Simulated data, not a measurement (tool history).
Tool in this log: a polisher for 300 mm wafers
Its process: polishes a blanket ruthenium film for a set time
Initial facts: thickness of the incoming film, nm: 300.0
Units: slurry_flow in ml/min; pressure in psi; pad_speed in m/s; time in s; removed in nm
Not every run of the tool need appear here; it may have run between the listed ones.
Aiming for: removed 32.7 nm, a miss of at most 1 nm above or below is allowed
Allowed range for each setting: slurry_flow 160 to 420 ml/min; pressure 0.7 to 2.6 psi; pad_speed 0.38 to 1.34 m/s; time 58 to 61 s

| run | hour | slurry_flow | pressure | pad_speed | time | removed |
|---|---|---|---|---|---|---|
| 1 | 0 | 270 | 1.6 | 0.86 | 58 | 41.148 |
| 2 | 5.6 | 270 | 1.6 | 0.86 | 58 | 40.796 |
| 3 | 7.9 | 270 | 1.5 | 0.86 | 58 | 38.23 |
| 4 | 8.7 | 270 | 1.5 | 0.86 | 58 | 38.53 |
| 5 | 17.5 | 215 | 1.5 | 0.86 | 58 | 37.518 |
| 6 | 26.4 | 215 | 1.5 | 0.96 | 58 | 41.353 |
| 7 | 32 | 210 | 1.4 | 0.96 | 58 | 39.16 |
| 8 | 40.5 | 210 | 1.3 | 0.96 | 58 | 36.13 |

Exercise: of the 5 proposed moves below, exactly one satisfies all targets within the stated allowed misses. Which move is it?
| A | 49 | 230 | 1.3 | 0.96 | 58 | ? |
| B | 49 | 160 | 1.6 | 0.9 | 59 | ? |
| C | 49 | 240 | 1.3 | 1.02 | 58 | ? |
| D | 49 | 170 | 1.1 | 1 | 60 | ? |
| E | 49 | 200 | 1.6 | 0.84 | 60 | ? |

| move | removed |
|---|---|
| A | 36.665 |
| B | 41.02 |
| C | 38.995 |
| D | 32.651 |
| E | 40.104 |
A: the biggest miss grows against the last run
B: the biggest miss grows against the last run
C: the biggest miss grows against the last run
D: in spec on every target
E: the biggest miss grows against the last run
D is the move that brings every result within its allowed miss.
